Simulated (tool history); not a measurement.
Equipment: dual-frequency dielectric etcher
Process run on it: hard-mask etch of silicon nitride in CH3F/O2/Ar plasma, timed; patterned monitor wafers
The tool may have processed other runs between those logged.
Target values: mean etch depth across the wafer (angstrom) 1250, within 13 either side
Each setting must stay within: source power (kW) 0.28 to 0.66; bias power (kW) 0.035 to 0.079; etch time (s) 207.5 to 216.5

run  hour  source power (kW)  bias power (kW)  etch time (s)  mean etch depth across the wafer (angstrom)
  1     0               0.47            0.057          207.5                                         1395
  2   6.6               0.43            0.057          207.5                                       1353.3
  3   7.3               0.43            0.057          207.5                                       1347.6
  4  12.9               0.43            0.065          207.5                                       1409.5
  5  18.7               0.51            0.065          207.5                                       1496.2
  6  25.6               0.51            0.065          207.5                                       1496.6
  7  27.3               0.43            0.064          207.5                                       1399.8
  8    32               0.43            0.064          207.5                                       1401.5
     33.1  -- wet clean of the chamber
  9  33.1               0.43            0.064          207.5                                       1377.2
 10  38.6                0.4            0.064          207.5                                       1335.6
 11  39.9               0.38            0.064          207.5                                       1313.1
 12  45.4               0.31            0.064          207.5                                       1235.1

Which single option among these 4 for the next run brings every result within its allowed miss of target? Just one does.
  A  50.9               0.28            0.065            209                                            ?
  B  50.9               0.28            0.066          210.5                                            ?
  C  50.9                0.3            0.062          209.5                                            ?
  D  50.9               0.32             0.06          213.5                                            ?

move  mean etch depth across the wafer (angstrom)
   A                                       1210.3
   B                                       1225.6
   C                                       1219.3
   D                                       1254.1
A: misses by more than the last run did
B: misses by more than the last run did
C: misses by more than the last run did
D: every result within its allowed miss
So the answer is move D, the one that meets all the targets.

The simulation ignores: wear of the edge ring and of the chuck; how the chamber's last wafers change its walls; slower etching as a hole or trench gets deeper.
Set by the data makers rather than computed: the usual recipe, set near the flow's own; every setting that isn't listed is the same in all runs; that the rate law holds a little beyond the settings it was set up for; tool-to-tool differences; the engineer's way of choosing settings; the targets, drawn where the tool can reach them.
